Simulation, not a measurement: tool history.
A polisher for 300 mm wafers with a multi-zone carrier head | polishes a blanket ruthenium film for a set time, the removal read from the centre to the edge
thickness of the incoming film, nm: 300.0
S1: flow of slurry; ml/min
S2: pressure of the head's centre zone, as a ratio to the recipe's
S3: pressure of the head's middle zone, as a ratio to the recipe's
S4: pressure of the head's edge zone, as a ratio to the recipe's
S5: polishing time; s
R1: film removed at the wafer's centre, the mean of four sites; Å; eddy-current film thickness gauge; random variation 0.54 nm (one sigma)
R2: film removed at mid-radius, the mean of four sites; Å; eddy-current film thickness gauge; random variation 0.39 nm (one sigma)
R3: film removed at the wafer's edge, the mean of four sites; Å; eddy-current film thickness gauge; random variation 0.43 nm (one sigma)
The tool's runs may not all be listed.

run 1 hour=0 | S1=260 S2=1 S3=1 S4=1 S5=44 | R1=500.18 R2=496.19 R3=486.8
run 2 hour=7.1 | S1=255 S2=0.96 S3=1.01 S4=0.98 S5=43 | R1=472.68 R2=482.23 R3=480.07
run 3 hour=7.7 | S1=255 S2=0.93 S3=1.05 S4=0.96 S5=42 | R1=436.63 R2=489.45 R3=466.28
run 4 hour=13.2 | S1=250 S2=0.91 S3=1.06 S4=0.94 S5=41 | R1=424.74 R2=486.26 R3=444.56
run 5 hour=18.3 | S1=250 S2=0.91 S3=1.1 S4=0.94 S5=41 | R1=416.59 R2=499.64 R3=445.16
run 6 hour=23.3 | S1=245 S2=0.89 S3=1.1 S4=0.93 S5=41 | R1=408.81 R2=493.81 R3=441.46
run 7 hour=25 | S1=240 S2=0.88 S3=1.1 S4=0.93 S5=41 | R1=409.35 R2=498.18 R3=441.19

Run 8 comes next. What will it give?
run 8 hour=28.3 | S1=240 S2=0.86 S3=1.1 S4=0.93 S5=41 | R1=? R2=? R3=?

Run 8 gave R1 399.98 Å, R2 494.15 Å, R3 446.01 Å.
